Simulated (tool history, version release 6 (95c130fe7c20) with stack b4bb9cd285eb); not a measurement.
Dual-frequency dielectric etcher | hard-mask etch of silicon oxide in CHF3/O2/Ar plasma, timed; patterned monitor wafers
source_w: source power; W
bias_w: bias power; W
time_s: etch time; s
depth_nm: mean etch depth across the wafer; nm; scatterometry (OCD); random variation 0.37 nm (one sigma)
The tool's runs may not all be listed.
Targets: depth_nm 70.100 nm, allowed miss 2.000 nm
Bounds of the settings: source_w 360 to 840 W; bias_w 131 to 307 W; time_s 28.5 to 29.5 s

run 1 hour=0.0 | source_w=600 bias_w=219 time_s=28.5 | depth_nm=62.602
run 2 hour=0.9 | source_w=620 bias_w=222 time_s=28.5 | depth_nm=62.694
run 3 hour=4.3 | source_w=620 bias_w=222 time_s=28.5 | depth_nm=63.762
run 4 hour=8.3 | source_w=630 bias_w=224 time_s=28.5 | depth_nm=63.311
run 5 hour=9.3 | source_w=640 bias_w=229 time_s=28.5 | depth_nm=64.452
run 6 hour=11.1 | source_w=650 bias_w=232 time_s=28.5 | depth_nm=64.512
run 7 hour=14.9 | source_w=660 bias_w=236 time_s=28.5 | depth_nm=65.185
run 8 hour=15.5 | source_w=670 bias_w=240 time_s=28.5 | depth_nm=66.487
run 9 hour=16.6 | source_w=680 bias_w=242 time_s=28.5 | depth_nm=67.428
run 10 hour=21.7 | source_w=690 bias_w=243 time_s=28.5 | depth_nm=67.567
run 11 hour=29.3 | source_w=700 bias_w=244 time_s=28.5 | depth_nm=67.504

Which of these 4 next moves meets every target?
run A hour=36.9 | source_w=760 bias_w=306 time_s=29.0 | depth_nm=?
run B hour=36.9 | source_w=750 bias_w=259 time_s=28.5 | depth_nm=?
run C hour=36.9 | source_w=670 bias_w=229 time_s=28.5 | depth_nm=?
run D hour=36.9 | source_w=640 bias_w=253 time_s=28.5 | depth_nm=?

move=A depth_nm=77.020
move=B depth_nm=71.391
move=C depth_nm=65.977
move=D depth_nm=66.956
A: takes the result that was furthest off past its target
B: meets every target
C: further off than the last run
D: further off than the last run
Move B is the one to make.

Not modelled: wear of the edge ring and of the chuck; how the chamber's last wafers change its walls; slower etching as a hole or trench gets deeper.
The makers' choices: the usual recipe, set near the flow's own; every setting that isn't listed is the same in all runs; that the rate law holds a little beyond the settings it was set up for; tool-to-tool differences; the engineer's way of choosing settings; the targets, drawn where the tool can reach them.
